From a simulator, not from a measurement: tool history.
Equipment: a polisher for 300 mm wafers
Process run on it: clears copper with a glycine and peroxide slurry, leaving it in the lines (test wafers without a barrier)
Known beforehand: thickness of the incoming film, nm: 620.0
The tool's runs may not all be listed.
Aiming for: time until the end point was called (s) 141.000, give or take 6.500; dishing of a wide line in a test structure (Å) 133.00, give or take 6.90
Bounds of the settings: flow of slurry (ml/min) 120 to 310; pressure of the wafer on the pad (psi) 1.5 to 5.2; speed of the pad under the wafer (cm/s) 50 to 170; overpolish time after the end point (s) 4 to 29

run	hour	flow of slurry (ml/min)	pressure of the wafer on the pad (psi)	speed of the pad under the wafer (cm/s)	overpolish time after the end point (s)	time until the end point was called (s)	dishing of a wide line in a test structure (Å)
1	0.0	200	3.3	110	15	97.684	536.97
2	7.2	200	4.1	110	15	85.106	623.31
3	14.7	200	4.1	110	18	83.243	686.37
4	17.1	180	3.4	104	14	98.650	516.04
5	24.8	165	2.9	94	11	121.110	371.68
6	33.4	165	2.9	72	11	144.170	333.18
7	39.9	155	2.5	76	9	154.560	253.67
8	48.2	145	2.2	84	8	156.860	230.85
9	53.3	120	1.5	110	4	166.410	114.63
10	55.5	130	1.6	114	4	155.810	121.11
11	64.1	140	1.6	116	4	148.890	124.93
12	71.0	145	1.6	116	4	152.650	122.83

Which one of the following 5 next-run settings gets every result inside its allowed miss? There is exactly one.
A	77.9	150	1.5	114	4	?	?
B	77.9	170	1.5	102	4	?	?
C	77.9	125	1.5	108	4	?	?
D	77.9	125	1.5	118	4	?	?
E	77.9	140	2.4	92	4	?	?

move	time until the end point was called (s)	dishing of a wide line in a test structure (Å)
A	154.540	118.75
B	163.020	113.05
C	165.460	111.41
D	155.980	117.68
E	140.410	130.34
A: its largest miss is bigger than the last run's
B: its largest miss is bigger than the last run's
C: its largest miss is bigger than the last run's
D: its largest miss is bigger than the last run's
E: all results in spec
The move that meets every target is E.
